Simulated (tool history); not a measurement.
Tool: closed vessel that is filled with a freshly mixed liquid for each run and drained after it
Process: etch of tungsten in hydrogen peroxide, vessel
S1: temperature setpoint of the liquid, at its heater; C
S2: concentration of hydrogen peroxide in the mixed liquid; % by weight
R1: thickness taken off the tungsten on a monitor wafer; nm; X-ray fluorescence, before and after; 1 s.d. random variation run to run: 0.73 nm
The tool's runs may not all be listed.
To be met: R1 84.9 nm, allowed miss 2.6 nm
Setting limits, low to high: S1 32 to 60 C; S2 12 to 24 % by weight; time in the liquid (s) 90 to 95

{"run": 1, "hour": 0.0, "S1": 44, "S2": 16, "time in the liquid (s)": 90, "R1": 145.56}
{"run": 2, "hour": 5.0, "S1": 44, "S2": 19, "time in the liquid (s)": 90, "R1": 160.69}
{"run": 3, "hour": 12.6, "S1": 42.5, "S2": 19, "time in the liquid (s)": 90, "R1": 143.35}
{"run": 4, "hour": 16.0, "S1": 42.5, "S2": 19, "time in the liquid (s)": 95, "R1": 150.16}
{"run": 5, "hour": 21.3, "S1": 41.5, "S2": 19, "time in the liquid (s)": 95, "R1": 140.09}
{"run": 6, "hour": 26.1, "S1": 41.5, "S2": 19, "time in the liquid (s)": 90, "R1": 134.19}
{"run": 7, "hour": 28.8, "S1": 40.5, "S2": 19, "time in the liquid (s)": 90, "R1": 128.2}
{"run": 8, "hour": 30.5, "S1": 39.5, "S2": 19, "time in the liquid (s)": 90, "R1": 119.5}
{"run": 9, "hour": 39.8, "S1": 38.5, "S2": 19, "time in the liquid (s)": 90, "R1": 111.17}
{"run": 10, "hour": 48.9, "S1": 33.5, "S2": 19, "time in the liquid (s)": 90, "R1": 79.59}
{"run": 11, "hour": 51.8, "S1": 34, "S2": 19, "time in the liquid (s)": 90, "R1": 82.01}

Of the 5 settings listed for the next run, only one would bring every result within its allowed miss of target. Which one?
{"run": "A", "hour": 54.7, "S1": 33.5, "S2": 19.5, "time in the liquid (s)": 90, "R1": "?"}
{"run": "B", "hour": 54.7, "S1": 35.5, "S2": 20, "time in the liquid (s)": 90, "R1": "?"}
{"run": "C", "hour": 54.7, "S1": 34.5, "S2": 21.5, "time in the liquid (s)": 90, "R1": "?"}
{"run": "D", "hour": 54.7, "S1": 33.5, "S2": 19.5, "time in the liquid (s)": 95, "R1": "?"}
{"run": "E", "hour": 54.7, "S1": 34.5, "S2": 20.5, "time in the liquid (s)": 95, "R1": "?"}

move=A R1=80.75
move=B R1=93.586
move=C R1=90.724
move=D R1=85.236
move=E R1=93.511
A: the biggest miss grows against the last run
B: moves the result that the last run missed by most past its target, out the other side
C: moves the result that the last run missed by most past its target, out the other side
D: hits every target within its allowed miss
E: moves the result that the last run missed by most past its target, out the other side
The right move is D.
